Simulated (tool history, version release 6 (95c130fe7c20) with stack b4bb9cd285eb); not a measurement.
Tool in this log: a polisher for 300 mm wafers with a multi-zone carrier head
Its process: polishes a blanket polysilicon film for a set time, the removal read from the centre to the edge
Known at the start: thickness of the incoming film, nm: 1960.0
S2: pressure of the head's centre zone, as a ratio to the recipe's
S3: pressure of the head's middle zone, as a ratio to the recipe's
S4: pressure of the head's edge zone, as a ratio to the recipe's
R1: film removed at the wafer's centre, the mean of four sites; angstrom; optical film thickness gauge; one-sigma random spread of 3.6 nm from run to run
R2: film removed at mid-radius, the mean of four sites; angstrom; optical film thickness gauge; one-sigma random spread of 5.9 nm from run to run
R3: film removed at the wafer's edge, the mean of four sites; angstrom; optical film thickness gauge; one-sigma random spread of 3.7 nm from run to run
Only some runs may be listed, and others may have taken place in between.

Run 1, hour 0: flow of slurry (ml/min) 295, S2 1, S3 1, S4 1, polishing time (s) 62. Result: R1 3917.6 angstrom, R2 3880 angstrom, R3 3961.2 angstrom.
Run 2, hour 3: flow of slurry (ml/min) 295, S2 1, S3 1, S4 1, polishing time (s) 49. Result: R1 3076 angstrom, R2 3114.4 angstrom, R3 3111.7 angstrom.
Run 3, hour 8.3: flow of slurry (ml/min) 295, S2 1, S3 1, S4 1, polishing time (s) 34. Result: R1 2153 angstrom, R2 2150.4 angstrom, R3 2164.4 angstrom.
Run 4, hour 15.3: flow of slurry (ml/min) 230, S2 1, S3 1, S4 1, polishing time (s) 34. Result: R1 2063.7 angstrom, R2 2136.7 angstrom, R3 2158.5 angstrom.
Run 5, hour 20.8: flow of slurry (ml/min) 230, S2 1, S3 1.04, S4 1, polishing time (s) 34. Result: R1 2100.3 angstrom, R2 2198.5 angstrom, R3 2110.4 angstrom.
Run 6, hour 22.3: flow of slurry (ml/min) 240, S2 1, S3 1.03, S4 1.02, polishing time (s) 38. Result: R1 2344.8 angstrom, R2 2436.8 angstrom, R3 2414.5 angstrom.
Run 7, hour 25.7: flow of slurry (ml/min) 240, S2 1.01, S3 1.03, S4 1.04, polishing time (s) 41. Result: R1 2525.8 angstrom, R2 2641.5 angstrom, R3 2637.4 angstrom.
Run 8, hour 27.6: flow of slurry (ml/min) 245, S2 1.02, S3 1.03, S4 1.06, polishing time (s) 43. Result: R1 2687 angstrom, R2 2742 angstrom, R3 2785.8 angstrom.

Run 9, settings as shown, results not yet in. Your forecast:
Run 9, hour 36.1: flow of slurry (ml/min) 245, S2 1.02, S3 1.03, S4 1.06, polishing time (s) 43. Result: R1 ?, R2 ?, R3 ?.

{"run 9": {"R1": 2700.2, "R2": 2757, "R3": 2788.6}}
